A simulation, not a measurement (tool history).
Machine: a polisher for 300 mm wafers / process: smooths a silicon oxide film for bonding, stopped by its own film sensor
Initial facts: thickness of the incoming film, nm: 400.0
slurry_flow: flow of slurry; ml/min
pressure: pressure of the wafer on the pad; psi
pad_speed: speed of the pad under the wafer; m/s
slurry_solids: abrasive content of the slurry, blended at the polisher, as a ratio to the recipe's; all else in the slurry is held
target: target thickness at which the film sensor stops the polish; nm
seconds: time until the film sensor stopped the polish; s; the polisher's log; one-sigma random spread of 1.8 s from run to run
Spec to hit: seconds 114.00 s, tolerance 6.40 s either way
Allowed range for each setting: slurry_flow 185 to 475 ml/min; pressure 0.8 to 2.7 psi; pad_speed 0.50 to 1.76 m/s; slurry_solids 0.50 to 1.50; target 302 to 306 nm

run	hour	slurry_flow	pressure	pad_speed	slurry_solids	target	seconds
1	0.0	305	1.7	1.12	1.00	306	198.77
2	2.3	270	1.7	1.12	1.00	306	192.32
3	10.1	270	1.8	1.14	1.00	306	180.37
4	13.4	270	1.8	1.14	1.00	302	190.89
5	14.9	270	1.9	1.16	1.00	302	176.07
6	17.3	270	2.0	1.16	1.00	302	163.47
7	21.1	270	2.1	1.16	1.00	302	159.26
8	23.0	270	2.2	1.16	1.00	302	151.96
9	31.9	270	2.2	1.16	1.00	302	154.65
# hour 37.1: slurry blender recalibrated
10	37.1	270	2.3	1.18	1.00	302	128.47

Which of these 5 next moves meets every target?
A	42.3	310	2.1	1.26	0.90	306	?
B	42.3	230	2.4	1.28	1.25	304	?
C	42.3	340	2.3	1.26	0.95	306	?
D	42.3	270	1.8	1.18	1.15	302	?
E	42.3	245	2.3	1.18	0.90	302	?

move	seconds
A	131.82
B	101.09
C	115.72
D	148.79
E	135.99
A: lands further from the targets than the last run did
B: carries the result that was furthest off beyond its target, to the other side
C: every result within its allowed miss
D: lands further from the targets than the last run did
E: lands further from the targets than the last run did
Move C is the one to make.
